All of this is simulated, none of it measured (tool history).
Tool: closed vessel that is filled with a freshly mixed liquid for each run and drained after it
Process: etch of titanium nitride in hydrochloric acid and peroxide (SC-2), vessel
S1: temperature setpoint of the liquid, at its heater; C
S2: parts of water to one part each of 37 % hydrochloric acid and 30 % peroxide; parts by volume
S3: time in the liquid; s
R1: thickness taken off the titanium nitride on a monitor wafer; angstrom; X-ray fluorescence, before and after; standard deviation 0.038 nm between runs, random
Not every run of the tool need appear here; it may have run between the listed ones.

run	hour	S1	S2	S3	R1
1	0.0	61.0	5.0	30	33.223
2	8.8	62.5	5.0	30	36.404
3	13.2	63.5	5.0	30	38.976
4	20.5	63.5	5.0	30	39.029
5	21.9	58.5	5.0	30	28.754
6	23.4	58.5	6.5	30	23.370
7	26.8	61.5	6.5	30	27.829
8	29.6	64.0	6.5	30	33.218

Run 9 comes next. What will it give?
9	38.2	65.5	6.5	30	?

R1: 35.935 angstrom
